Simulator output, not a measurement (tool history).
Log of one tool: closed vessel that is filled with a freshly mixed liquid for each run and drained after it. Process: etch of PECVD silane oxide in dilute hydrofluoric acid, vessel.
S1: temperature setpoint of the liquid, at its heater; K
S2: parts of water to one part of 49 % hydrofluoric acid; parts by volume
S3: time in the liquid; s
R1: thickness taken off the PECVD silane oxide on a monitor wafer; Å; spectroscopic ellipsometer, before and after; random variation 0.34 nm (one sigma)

run,day,S1,S2,S3,R1
1,0,299.15,235,370,426.81
2,0.267,297.65,235,370,405.15
3,0.338,297.65,290,370,310.64
4,0.5,299.15,290,370,325.13
5,0.579,299.15,290,370,329.8
6,0.671,299.15,360,370,245.23
7,0.883,301.65,350,370,284.87
8,1.112,303.15,350,370,290.22

The next listed run, before its measurement:
9,1.271,304.15,340,370,?

{"run 9": {"R1": 314.39}}

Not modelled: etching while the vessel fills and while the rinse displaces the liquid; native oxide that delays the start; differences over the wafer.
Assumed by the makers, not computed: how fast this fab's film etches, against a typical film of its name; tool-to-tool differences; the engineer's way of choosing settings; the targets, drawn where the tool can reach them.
